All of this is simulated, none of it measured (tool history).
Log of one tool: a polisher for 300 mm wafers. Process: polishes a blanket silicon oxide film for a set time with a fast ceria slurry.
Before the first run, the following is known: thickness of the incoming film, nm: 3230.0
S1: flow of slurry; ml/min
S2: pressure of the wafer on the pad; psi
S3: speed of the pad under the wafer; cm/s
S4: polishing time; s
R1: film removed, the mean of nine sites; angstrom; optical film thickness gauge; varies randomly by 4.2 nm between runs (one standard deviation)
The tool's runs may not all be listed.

run,hour,S1,S2,S3,S4,R1
1,0.0,125,2.8,128,36,6912.9
2,4.9,125,2.8,128,33,6417.2
3,12.9,125,2.8,142,33,6880.5
4,15.5,120,2.5,136,33,6046.0
5,18.0,120,2.3,130,33,5237.7
6,25.8,95,2.3,130,33,5035.9

Run 7 comes next. What will it give?
7,34.4,95,2.1,128,33,?

{"run 7": {"R1": 4621.3}}
